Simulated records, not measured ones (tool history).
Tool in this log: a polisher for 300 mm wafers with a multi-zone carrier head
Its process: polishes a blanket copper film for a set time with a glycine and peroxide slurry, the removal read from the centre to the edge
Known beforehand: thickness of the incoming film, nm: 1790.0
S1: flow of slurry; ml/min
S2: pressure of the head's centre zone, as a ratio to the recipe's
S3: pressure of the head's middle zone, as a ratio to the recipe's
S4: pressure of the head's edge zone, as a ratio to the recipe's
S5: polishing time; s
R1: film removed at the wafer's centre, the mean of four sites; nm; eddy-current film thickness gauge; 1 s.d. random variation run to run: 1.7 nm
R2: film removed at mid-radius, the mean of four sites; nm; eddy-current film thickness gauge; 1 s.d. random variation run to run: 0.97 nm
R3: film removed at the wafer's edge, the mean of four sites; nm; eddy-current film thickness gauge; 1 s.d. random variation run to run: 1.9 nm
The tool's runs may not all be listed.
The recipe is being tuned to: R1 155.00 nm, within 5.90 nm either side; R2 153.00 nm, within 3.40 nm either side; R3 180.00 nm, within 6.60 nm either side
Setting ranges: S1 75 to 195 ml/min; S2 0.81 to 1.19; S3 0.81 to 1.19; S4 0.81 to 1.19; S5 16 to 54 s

run,hour,S1,S2,S3,S4,S5,R1,R2,R3
1,0.0,125,1.00,1.00,1.00,35,146.27,144.55,144.83
2,5.1,125,1.00,1.08,1.00,35,144.57,152.06,146.57
3,6.8,125,0.99,1.04,1.05,36,146.70,153.77,151.92
4,8.8,125,0.99,1.04,1.05,33,136.55,140.83,138.38
5,11.2,95,0.99,1.04,1.05,33,123.25,128.19,133.15
6,19.9,95,0.99,1.04,0.97,33,124.01,130.10,128.50
7,23.8,100,0.98,1.01,1.02,35,132.71,135.98,141.54
8,29.3,105,0.97,0.99,1.06,36,136.96,140.65,149.72
9,30.1,110,0.96,0.97,1.09,37,143.40,145.12,156.15
10,35.8,110,0.95,0.95,1.11,38,143.81,145.89,162.68
11,39.7,140,0.96,0.93,1.19,39,159.15,156.42,180.15

5 candidate next runs follow, results not yet known. Just one meets every target within its allowed miss. Identify it.
A,43.6,135,0.95,0.99,1.19,39,?,?,?
B,43.6,125,0.93,0.93,1.19,41,?,?,?
C,43.6,125,0.94,0.91,1.18,40,?,?,?
D,43.6,115,1.00,0.89,1.18,41,?,?,?
E,43.6,150,0.95,0.95,1.15,39,?,?,?

move,R1,R2,R3
A,156.52,161.43,181.08
B,157.66,159.23,188.03
C,155.46,152.94,182.67
D,165.41,150.90,184.43
E,160.55,160.29,180.91
A: moves away from the targets compared with the last run
B: moves away from the targets compared with the last run
C: hits every target within its allowed miss
D: gets the furthest-off result to its target, but another result is out of tolerance
E: moves away from the targets compared with the last run
Go with C: it meets all targets.

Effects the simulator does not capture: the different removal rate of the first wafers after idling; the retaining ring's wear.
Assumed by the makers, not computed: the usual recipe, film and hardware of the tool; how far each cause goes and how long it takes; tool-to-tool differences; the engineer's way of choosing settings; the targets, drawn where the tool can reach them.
